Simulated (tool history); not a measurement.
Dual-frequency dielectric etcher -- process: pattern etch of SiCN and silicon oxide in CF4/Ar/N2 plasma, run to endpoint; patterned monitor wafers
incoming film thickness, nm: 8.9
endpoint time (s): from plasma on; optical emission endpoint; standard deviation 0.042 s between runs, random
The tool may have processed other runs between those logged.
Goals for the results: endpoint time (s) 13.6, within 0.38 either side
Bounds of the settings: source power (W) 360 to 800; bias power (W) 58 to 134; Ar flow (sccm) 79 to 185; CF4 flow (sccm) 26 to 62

run 1 hour=0 | source_power_(W)=580 bias_power_(W)=96 Ar_flow_(sccm)=132 CF4_flow_(sccm)=44 | endpoint_time_(s)=8.4935
run 2 hour=7.1 | source_power_(W)=580 bias_power_(W)=87 Ar_flow_(sccm)=132 CF4_flow_(sccm)=44 | endpoint_time_(s)=9.0363
run 3 hour=8.7 | source_power_(W)=580 bias_power_(W)=87 Ar_flow_(sccm)=132 CF4_flow_(sccm)=51 | endpoint_time_(s)=8.8278
run 4 hour=9.6 | source_power_(W)=580 bias_power_(W)=76 Ar_flow_(sccm)=132 CF4_flow_(sccm)=51 | endpoint_time_(s)=9.59
run 5 hour=16.1 | source_power_(W)=520 bias_power_(W)=74 Ar_flow_(sccm)=132 CF4_flow_(sccm)=51 | endpoint_time_(s)=10.993
run 6 hour=18.6 | source_power_(W)=490 bias_power_(W)=74 Ar_flow_(sccm)=132 CF4_flow_(sccm)=51 | endpoint_time_(s)=11.715
run 7 hour=27.5 | source_power_(W)=470 bias_power_(W)=74 Ar_flow_(sccm)=132 CF4_flow_(sccm)=51 | endpoint_time_(s)=12.254
run 8 hour=32.6 | source_power_(W)=460 bias_power_(W)=74 Ar_flow_(sccm)=132 CF4_flow_(sccm)=51 | endpoint_time_(s)=12.486
run 9 hour=40.6 | source_power_(W)=450 bias_power_(W)=74 Ar_flow_(sccm)=132 CF4_flow_(sccm)=51 | endpoint_time_(s)=12.851
run 10 hour=49.3 | source_power_(W)=440 bias_power_(W)=74 Ar_flow_(sccm)=132 CF4_flow_(sccm)=51 | endpoint_time_(s)=13.123
run 11 hour=58.3 | source_power_(W)=440 bias_power_(W)=74 Ar_flow_(sccm)=132 CF4_flow_(sccm)=51 | endpoint_time_(s)=13.149

Which one of the following 5 next-run settings gets every result inside its allowed miss? There is exactly one.
run A hour=67.3 | source_power_(W)=420 bias_power_(W)=73 Ar_flow_(sccm)=121 CF4_flow_(sccm)=34 | endpoint_time_(s)=?
run B hour=67.3 | source_power_(W)=460 bias_power_(W)=71 Ar_flow_(sccm)=124 CF4_flow_(sccm)=50 | endpoint_time_(s)=?
run C hour=67.3 | source_power_(W)=460 bias_power_(W)=77 Ar_flow_(sccm)=130 CF4_flow_(sccm)=41 | endpoint_time_(s)=?
run D hour=67.3 | source_power_(W)=470 bias_power_(W)=66 Ar_flow_(sccm)=134 CF4_flow_(sccm)=38 | endpoint_time_(s)=?
run E hour=67.3 | source_power_(W)=470 bias_power_(W)=64 Ar_flow_(sccm)=141 CF4_flow_(sccm)=52 | endpoint_time_(s)=?

move=A endpoint_time_(s)=15.001
move=B endpoint_time_(s)=12.893
move=C endpoint_time_(s)=12.74
move=D endpoint_time_(s)=14.268
move=E endpoint_time_(s)=13.785
A: carries the result that was furthest off beyond its target, to the other side
B: its largest miss is bigger than the last run's
C: its largest miss is bigger than the last run's
D: carries the result that was furthest off beyond its target, to the other side
E: meets every target
The right move is E.

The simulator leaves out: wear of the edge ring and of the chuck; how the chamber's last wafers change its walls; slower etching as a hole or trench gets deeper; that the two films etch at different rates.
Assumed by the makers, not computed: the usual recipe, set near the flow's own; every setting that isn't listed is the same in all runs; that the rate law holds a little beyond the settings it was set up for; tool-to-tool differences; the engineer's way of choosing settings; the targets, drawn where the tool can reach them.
